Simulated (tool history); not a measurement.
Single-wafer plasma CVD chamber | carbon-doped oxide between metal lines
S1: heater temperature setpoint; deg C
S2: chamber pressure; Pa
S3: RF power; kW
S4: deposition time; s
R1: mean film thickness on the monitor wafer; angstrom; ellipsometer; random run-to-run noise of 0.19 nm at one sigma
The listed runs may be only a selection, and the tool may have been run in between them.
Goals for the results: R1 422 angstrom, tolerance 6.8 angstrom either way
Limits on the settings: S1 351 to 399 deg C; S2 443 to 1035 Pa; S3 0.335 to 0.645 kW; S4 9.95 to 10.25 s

Run 1, hour 0: S1 375 deg C, S2 739 Pa, S3 0.49 kW, S4 9.95 s. Result: R1 487.26 angstrom.
Run 2, hour 1.4: S1 375 deg C, S2 837 Pa, S3 0.49 kW, S4 9.95 s. Result: R1 492.96 angstrom.
Run 3, hour 7.5: S1 378 deg C, S2 796 Pa, S3 0.465 kW, S4 9.95 s. Result: R1 473.15 angstrom.
Run 4, hour 14.4: S1 380 deg C, S2 757 Pa, S3 0.445 kW, S4 9.95 s. Result: R1 459.73 angstrom.
Run 5, hour 23: S1 370 deg C, S2 757 Pa, S3 0.445 kW, S4 9.95 s. Result: R1 470.2 angstrom.
Run 6, hour 25.4: S1 374 deg C, S2 719 Pa, S3 0.43 kW, S4 9.95 s. Result: R1 454.72 angstrom.
Run 7, hour 29: S1 383 deg C, S2 571 Pa, S3 0.395 kW, S4 9.95 s. Result: R1 415.33 angstrom.
Run 8, hour 36: S1 382 deg C, S2 579 Pa, S3 0.395 kW, S4 9.95 s. Result: R1 416.56 angstrom.

Which one of the following 4 next-run settings gets every result inside its allowed miss? There is exactly one.
Run A, hour 43: S1 374 deg C, S2 531 Pa, S3 0.385 kW, S4 9.95 s. Result: R1 ?.
Run B, hour 43: S1 380 deg C, S2 593 Pa, S3 0.375 kW, S4 10.25 s. Result: R1 ?.
Run C, hour 43: S1 377 deg C, S2 556 Pa, S3 0.36 kW, S4 10.16 s. Result: R1 ?.
Run D, hour 43: S1 380 deg C, S2 588 Pa, S3 0.375 kW, S4 9.95 s. Result: R1 ?.

move      R1
   A  410.04
   B  418.15
   C  404.58
   D  405.59
A: moves away from the targets compared with the last run
B: in spec on every target
C: moves away from the targets compared with the last run
D: moves away from the targets compared with the last run
The move that meets every target is B.
